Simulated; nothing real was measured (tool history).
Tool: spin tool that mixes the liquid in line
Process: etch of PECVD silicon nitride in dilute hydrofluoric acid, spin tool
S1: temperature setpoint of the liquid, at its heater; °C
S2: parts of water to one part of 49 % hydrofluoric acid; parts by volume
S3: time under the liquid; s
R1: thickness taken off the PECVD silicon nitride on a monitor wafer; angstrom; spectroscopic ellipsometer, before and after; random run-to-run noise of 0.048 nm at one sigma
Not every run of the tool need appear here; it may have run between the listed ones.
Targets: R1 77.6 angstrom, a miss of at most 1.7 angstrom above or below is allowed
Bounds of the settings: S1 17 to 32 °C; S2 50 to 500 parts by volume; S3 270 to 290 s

run  hour    S1   S2   S3      R1
  1     0    24  275  270  54.979
  2   7.6    24  230  270  65.038
  3  14.3    24  285  270  51.917
  4  20.1    25  285  270  55.481
  5  20.9    25  285  270  55.929
  6  22.1    26  285  270  59.023
  7  26.7    27  285  270  63.456
  8  29.9  27.5  285  270  64.574
  9  31.5    28  285  270  66.581
 10  34.3    31  285  270  79.341

Next run, 4 choices. One meets every target within its allowed miss, the rest don't. Which?
  A  37.1    30  290  275   ?
  B  37.1    28  260  270   ?
  C  37.1  29.5  255  270   ?
  D  37.1  29.5  275  275   ?

move      R1
   A  74.591
   B  72.817
   C  81.158
   D  76.516
A: takes the result that was furthest off past its target
B: takes the result that was furthest off past its target
C: moves away from the targets compared with the last run
D: hits every target within its allowed miss
Move D is the one to make.
